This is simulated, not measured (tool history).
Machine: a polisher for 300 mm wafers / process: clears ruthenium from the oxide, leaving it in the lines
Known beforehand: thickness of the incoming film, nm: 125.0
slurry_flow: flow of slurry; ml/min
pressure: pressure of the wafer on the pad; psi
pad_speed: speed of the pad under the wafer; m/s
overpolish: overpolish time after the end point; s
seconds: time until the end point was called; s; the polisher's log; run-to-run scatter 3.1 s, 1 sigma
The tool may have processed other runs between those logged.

run	hour	slurry_flow	pressure	pad_speed	overpolish	seconds
1	0	255	1.8	0.86	7	143.53
2	3.6	255	1.6	0.86	7	161.91
3	4.3	255	1.8	0.86	7	143.32
4	6.5	255	1.4	0.86	7	187.83
5	13.7	255	1.3	0.86	7	197.49
6	20	255	1.2	0.86	7	210.18

Run 7 is up next; what results do you expect?
7	27	255	1.1	0.86	7	?

{"run 7": {"seconds": 227.74}}
